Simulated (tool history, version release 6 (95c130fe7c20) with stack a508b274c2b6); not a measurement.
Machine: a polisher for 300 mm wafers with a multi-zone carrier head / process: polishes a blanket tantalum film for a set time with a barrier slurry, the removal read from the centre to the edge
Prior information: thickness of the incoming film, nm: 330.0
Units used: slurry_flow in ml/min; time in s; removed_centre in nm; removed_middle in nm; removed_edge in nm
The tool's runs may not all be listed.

run,hour,slurry_flow,centre_zone,middle_zone,edge_zone,slurry_solids,time,removed_centre,removed_middle,removed_edge
1,0.0,190,1.00,1.00,1.00,1.00,61,89.752,91.430,88.711
2,0.7,190,1.00,1.08,1.00,1.00,61,90.365,96.140,88.493
3,3.3,195,1.02,1.05,1.03,1.10,63,98.676,100.790,99.041
4,9.5,195,1.02,1.05,1.03,0.95,63,94.867,95.940,93.366
5,18.2,205,1.05,1.05,1.06,1.00,63,100.170,98.531,94.591
6,24.1,205,1.05,1.05,0.98,1.00,63,100.110,99.800,91.428
7,27.3,205,1.07,1.04,1.02,1.10,64,105.360,101.670,99.328
8,33.0,205,1.07,1.04,1.02,1.10,64,106.130,100.560,100.320
9,38.3,210,1.09,1.05,1.04,1.15,64,110.330,104.340,97.780
10,45.2,205,1.09,1.03,1.05,1.20,66,113.470,106.860,105.420
11,49.9,205,1.10,1.01,1.07,1.25,67,118.240,108.860,109.970
# hour 58.0: worn pad replaced by a new one
12,58.0,205,1.10,0.99,1.09,1.30,68,133.520,120.670,123.520

Forecast run 13:
13,64.6,200,1.09,0.96,1.09,1.30,68,?,?,?

{"run 13": {"removed_centre": 132.42, "removed_middle": 115.92, "removed_edge": 123.35}}

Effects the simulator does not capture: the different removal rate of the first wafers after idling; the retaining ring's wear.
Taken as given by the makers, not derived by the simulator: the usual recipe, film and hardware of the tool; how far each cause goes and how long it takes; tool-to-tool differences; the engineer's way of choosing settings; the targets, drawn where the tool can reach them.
